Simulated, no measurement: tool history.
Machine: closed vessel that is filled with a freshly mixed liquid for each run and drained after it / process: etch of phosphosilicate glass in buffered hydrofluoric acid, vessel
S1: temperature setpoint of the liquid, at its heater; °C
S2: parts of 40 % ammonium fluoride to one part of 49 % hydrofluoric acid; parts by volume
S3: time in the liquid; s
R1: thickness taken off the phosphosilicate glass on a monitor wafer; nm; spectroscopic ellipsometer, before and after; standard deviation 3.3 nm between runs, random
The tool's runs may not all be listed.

Run 1, day 0: S1 25 °C, S2 20 parts by volume, S3 105 s. Result: R1 178.6 nm.
Run 2, day 0.35: S1 26 °C, S2 18.5 parts by volume, S3 105 s. Result: R1 204.37 nm.
Run 3, day 0.479: S1 26 °C, S2 18.5 parts by volume, S3 105 s. Result: R1 204.82 nm.
Run 4, day 0.771: S1 26 °C, S2 18.5 parts by volume, S3 110 s. Result: R1 217.61 nm.
Run 5, day 0.95: S1 24.5 °C, S2 18.5 parts by volume, S3 110 s. Result: R1 198.85 nm.
Run 6, day 0.996: S1 28 °C, S2 18.5 parts by volume, S3 110 s. Result: R1 237.95 nm.
Run 7, day 1.233: S1 28 °C, S2 18.5 parts by volume, S3 110 s. Result: R1 241.38 nm.

Predict the results of run 8:
At day 1.375: thermometer replaced.
Run 8, day 1.375: S1 28.5 °C, S2 17.5 parts by volume, S3 110 s. Result: R1 ?.

R1: 275.21 nm
